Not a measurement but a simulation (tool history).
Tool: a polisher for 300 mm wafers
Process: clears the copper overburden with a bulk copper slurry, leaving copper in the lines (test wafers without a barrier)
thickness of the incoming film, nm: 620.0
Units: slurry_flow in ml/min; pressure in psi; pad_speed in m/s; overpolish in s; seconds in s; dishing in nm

| run | hour | slurry_flow | pressure | pad_speed | slurry_solids | overpolish | seconds | dishing |
|---|---|---|---|---|---|---|---|---|
| 1 | 0 | 280 | 1.8 | 1.34 | 1 | 11 | 74 | 55.833 |
| 2 | 6.9 | 280 | 2.1 | 1.34 | 1 | 11 | 65.153 | 63.756 |
| 3 | 11.2 | 255 | 2.1 | 1.34 | 1 | 11 | 66.077 | 64.089 |
| 4 | 16.8 | 255 | 2.1 | 1.34 | 1 | 8 | 66.291 | 49.954 |
| 5 | 18.2 | 255 | 2.1 | 1.34 | 1 | 11 | 67.306 | 63.074 |
| 6 | 22.1 | 320 | 1.7 | 1.52 | 1 | 8 | 67.585 | 49.062 |

Run 7 comes next. What will it give?
| 7 | 26.9 | 270 | 1.4 | 1.68 | 1.15 | 6 | ? | ? |

Run 7 gave seconds 70.928 s, dishing 36.033 nm.

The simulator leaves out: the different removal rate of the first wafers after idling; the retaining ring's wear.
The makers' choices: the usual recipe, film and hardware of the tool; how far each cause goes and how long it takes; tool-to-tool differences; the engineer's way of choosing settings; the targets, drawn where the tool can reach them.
